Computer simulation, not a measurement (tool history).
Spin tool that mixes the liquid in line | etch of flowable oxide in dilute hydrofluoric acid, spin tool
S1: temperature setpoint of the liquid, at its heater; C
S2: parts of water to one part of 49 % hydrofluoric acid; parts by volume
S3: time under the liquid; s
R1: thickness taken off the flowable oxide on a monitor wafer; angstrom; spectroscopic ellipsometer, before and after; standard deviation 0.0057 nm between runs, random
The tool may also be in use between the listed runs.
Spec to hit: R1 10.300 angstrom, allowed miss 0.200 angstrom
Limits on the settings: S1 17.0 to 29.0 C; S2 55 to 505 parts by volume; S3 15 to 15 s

run 1 day=0.000 | S1=21.0 S2=280 S3=15 | R1=25.013
run 2 day=0.292 | S1=20.0 S2=330 S3=15 | R1=19.700
run 3 day=0.612 | S1=20.0 S2=330 S3=15 | R1=20.042
run 4 day=0.767 | S1=19.0 S2=375 S3=15 | R1=16.395
run 5 day=0.933 | S1=19.0 S2=375 S3=15 | R1=16.375
run 6 day=1.271 | S1=19.0 S2=410 S3=15 | R1=14.440
run 7 day=1.408 | S1=18.5 S2=435 S3=15 | R1=13.199
run 8 day=1.588 | S1=18.0 S2=455 S3=15 | R1=12.210
run 9 day=1.725 | S1=17.5 S2=470 S3=15 | R1=11.380
run 10 day=1.771 | S1=17.5 S2=475 S3=15 | R1=11.185
run 11 day=1.812 | S1=17.5 S2=480 S3=15 | R1=11.132
run 12 day=1.996 | S1=17.5 S2=485 S3=15 | R1=10.994
run 13 day=2.096 | S1=17.5 S2=485 S3=15 | R1=10.982
run 14 day=2.142 | S1=17.5 S2=490 S3=15 | R1=10.803
run 15 day=2.504 | S1=17.5 S2=495 S3=15 | R1=10.744

Consider the 4 candidate settings below. Which is the only one whose results all fall within their allowed miss of target?
run A day=2.867 | S1=18.5 S2=505 S3=15 | R1=?
run B day=2.867 | S1=17.0 S2=505 S3=15 | R1=?
run C day=2.867 | S1=17.0 S2=480 S3=15 | R1=?
run D day=2.867 | S1=18.0 S2=495 S3=15 | R1=?

move=A R1=10.776
move=B R1=10.227
move=C R1=10.943
move=D R1=10.880
A: lands further from the targets than the last run did
B: in spec on every target
C: lands further from the targets than the last run did
D: lands further from the targets than the last run did
Move B is the one to make.
